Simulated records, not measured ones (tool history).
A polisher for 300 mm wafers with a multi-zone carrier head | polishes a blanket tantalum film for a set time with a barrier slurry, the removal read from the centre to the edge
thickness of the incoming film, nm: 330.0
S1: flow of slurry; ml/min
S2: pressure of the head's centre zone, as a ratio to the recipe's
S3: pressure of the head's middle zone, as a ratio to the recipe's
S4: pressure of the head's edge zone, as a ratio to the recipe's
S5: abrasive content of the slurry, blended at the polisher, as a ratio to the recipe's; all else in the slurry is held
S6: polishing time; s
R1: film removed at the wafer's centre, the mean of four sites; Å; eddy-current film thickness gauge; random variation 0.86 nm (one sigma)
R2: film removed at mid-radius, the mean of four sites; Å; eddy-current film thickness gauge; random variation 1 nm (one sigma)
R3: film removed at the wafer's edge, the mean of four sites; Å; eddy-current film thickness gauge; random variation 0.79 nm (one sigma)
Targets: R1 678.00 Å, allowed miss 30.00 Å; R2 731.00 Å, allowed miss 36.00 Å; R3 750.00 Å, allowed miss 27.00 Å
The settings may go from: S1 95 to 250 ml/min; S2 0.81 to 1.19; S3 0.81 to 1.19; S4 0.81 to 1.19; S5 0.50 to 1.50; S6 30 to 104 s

run,hour,S1,S2,S3,S4,S5,S6,R1,R2,R3
1,0.0,160,1.00,1.00,1.00,1.00,67,995.98,1033.60,990.12
2,0.8,155,0.98,0.98,0.99,0.90,66,904.68,938.23,939.17
3,4.7,155,0.97,0.98,0.97,0.85,65,845.71,909.38,869.75
4,9.7,155,0.97,0.92,0.97,0.85,65,845.67,850.98,878.74
5,11.3,155,0.97,0.92,0.97,0.70,65,741.57,743.79,767.89
6,16.6,150,0.96,0.92,0.97,0.70,65,739.88,737.41,757.23
7,21.9,150,0.94,0.92,0.97,0.70,65,716.20,749.12,758.48
8,26.7,150,0.94,0.92,0.97,0.70,65,722.76,733.71,765.69

Which of these 5 next moves meets every target?
A,31.5,130,1.10,0.95,0.95,0.60,74,?,?,?
B,31.5,160,1.00,0.86,0.99,0.75,63,?,?,?
C,31.5,195,0.88,0.88,0.92,0.75,61,?,?,?
D,31.5,135,0.99,0.95,0.95,0.60,74,?,?,?
E,31.5,200,0.89,0.85,0.84,0.75,66,?,?,?

move,R1,R2,R3
A,809.15,749.85,741.47
B,782.45,733.45,798.84
C,681.84,739.44,758.29
D,731.11,753.40,743.67
E,748.20,779.56,789.06
A: further off than the last run
B: further off than the last run
C: meets every target
D: further off than the last run
E: further off than the last run
The right move is C.

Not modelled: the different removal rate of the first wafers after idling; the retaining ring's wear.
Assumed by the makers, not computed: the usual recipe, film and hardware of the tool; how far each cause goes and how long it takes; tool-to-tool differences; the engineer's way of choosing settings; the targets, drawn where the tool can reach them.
